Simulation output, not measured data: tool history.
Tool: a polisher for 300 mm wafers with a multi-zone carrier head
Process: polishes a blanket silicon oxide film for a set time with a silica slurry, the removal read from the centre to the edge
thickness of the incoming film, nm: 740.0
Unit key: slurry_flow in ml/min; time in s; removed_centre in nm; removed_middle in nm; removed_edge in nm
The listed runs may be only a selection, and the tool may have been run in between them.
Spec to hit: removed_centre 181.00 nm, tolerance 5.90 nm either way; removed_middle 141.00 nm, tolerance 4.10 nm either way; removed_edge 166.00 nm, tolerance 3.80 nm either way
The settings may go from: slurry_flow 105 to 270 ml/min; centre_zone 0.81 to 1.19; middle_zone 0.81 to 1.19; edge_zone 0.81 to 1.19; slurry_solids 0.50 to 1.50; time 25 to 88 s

| run | hour | slurry_flow | centre_zone | middle_zone | edge_zone | slurry_solids | time | removed_centre | removed_middle | removed_edge |
|---|---|---|---|---|---|---|---|---|---|---|
| 1 | 0.0 | 175 | 1.00 | 1.00 | 1.00 | 1.00 | 56 | 139.69 | 135.25 | 128.55 |
| 2 | 8.0 | 175 | 1.00 | 1.00 | 1.00 | 1.00 | 43 | 109.81 | 104.90 | 100.05 |
| 3 | 15.3 | 180 | 1.01 | 0.98 | 1.03 | 1.05 | 44 | 116.19 | 107.33 | 107.07 |
| 4 | 20.4 | 180 | 1.01 | 0.98 | 0.96 | 1.05 | 44 | 114.33 | 106.35 | 102.76 |
| 5 | 21.0 | 150 | 1.01 | 0.98 | 0.96 | 1.05 | 44 | 110.91 | 105.76 | 99.92 |
| 6 | 26.7 | 150 | 1.01 | 0.98 | 0.96 | 1.05 | 50 | 125.51 | 117.97 | 114.17 |
| 7 | 32.9 | 155 | 1.02 | 0.97 | 0.99 | 1.10 | 50 | 132.11 | 122.26 | 119.30 |
| 8 | 40.2 | 160 | 1.03 | 0.96 | 1.02 | 1.15 | 50 | 135.22 | 124.03 | 122.16 |
| 9 | 43.1 | 170 | 1.04 | 0.94 | 1.05 | 1.20 | 50 | 140.86 | 124.77 | 128.73 |
| 10 | 49.3 | 180 | 1.05 | 0.93 | 1.07 | 1.25 | 50 | 147.72 | 126.90 | 134.18 |
| 11 | 57.2 | 190 | 1.06 | 0.92 | 1.09 | 1.30 | 50 | 152.30 | 128.18 | 138.40 |

Exercise: of the 5 proposed moves below, exactly one satisfies all targets within the stated allowed misses. Which move is it?
| A | 65.1 | 170 | 0.99 | 1.11 | 1.00 | 1.05 | 46 | ? | ? | ? |
| B | 65.1 | 160 | 1.04 | 0.89 | 1.19 | 1.20 | 57 | ? | ? | ? |
| C | 65.1 | 180 | 1.07 | 0.97 | 1.05 | 1.20 | 43 | ? | ? | ? |
| D | 65.1 | 215 | 1.14 | 0.93 | 1.05 | 1.25 | 55 | ? | ? | ? |
| E | 65.1 | 190 | 1.08 | 0.83 | 1.15 | 1.35 | 58 | ? | ? | ? |

| move | removed_centre | removed_middle | removed_edge |
|---|---|---|---|
| A | 116.78 | 122.05 | 109.36 |
| B | 159.74 | 135.27 | 156.02 |
| C | 126.32 | 110.36 | 111.87 |
| D | 179.56 | 142.35 | 148.05 |
| E | 181.82 | 140.72 | 166.71 |
A: moves away from the targets compared with the last run
B: an improvement on the last run, though not all results are within tolerance
C: moves away from the targets compared with the last run
D: an improvement on the last run, though not all results are within tolerance
E: every result within its allowed miss
Move E is the one to make.
